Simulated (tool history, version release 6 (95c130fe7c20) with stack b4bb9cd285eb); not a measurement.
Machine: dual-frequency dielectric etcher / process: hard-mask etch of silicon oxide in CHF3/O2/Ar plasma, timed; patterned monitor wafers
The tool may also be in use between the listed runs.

| run | hour | source power (kW) | bias power (kW) | etch time (s) | mean etch depth across the wafer (nm) |
|---|---|---|---|---|---|
| 1 | 0 | 0.54 | 0.187 | 26.5 | 50.286 |
| 2 | 3.1 | 0.54 | 0.165 | 26.5 | 48.399 |
| 3 | 8.4 | 0.54 | 0.165 | 26.5 | 48.34 |
| 4 | 10.5 | 0.54 | 0.165 | 27.5 | 50.613 |
| 5 | 11.9 | 0.61 | 0.165 | 27.5 | 53.277 |
| 6 | 18.9 | 0.57 | 0.157 | 27.5 | 50.396 |
| 7 | 22.4 | 0.54 | 0.15 | 27.5 | 48.594 |
| 8 | 27.4 | 0.52 | 0.144 | 27.5 | 46.851 |
| 9 | 33.9 | 0.5 | 0.14 | 27.5 | 44.642 |
| 10 | 40.9 | 0.48 | 0.139 | 27.5 | 44.862 |
| 11 | 49.8 | 0.46 | 0.136 | 27.5 | 43.007 |
| 12 | 51.5 | 0.44 | 0.135 | 27.5 | 41.793 |
| 13 | 56.9 | 0.43 | 0.134 | 27.5 | 41.306 |
| 14 | 64.2 | 0.42 | 0.133 | 27.5 | 40.372 |

What will run 15 give?
| 15 | 64.9 | 0.41 | 0.133 | 27.5 | ? |

For run 15 the tool returned mean etch depth across the wafer (nm) 39.541.

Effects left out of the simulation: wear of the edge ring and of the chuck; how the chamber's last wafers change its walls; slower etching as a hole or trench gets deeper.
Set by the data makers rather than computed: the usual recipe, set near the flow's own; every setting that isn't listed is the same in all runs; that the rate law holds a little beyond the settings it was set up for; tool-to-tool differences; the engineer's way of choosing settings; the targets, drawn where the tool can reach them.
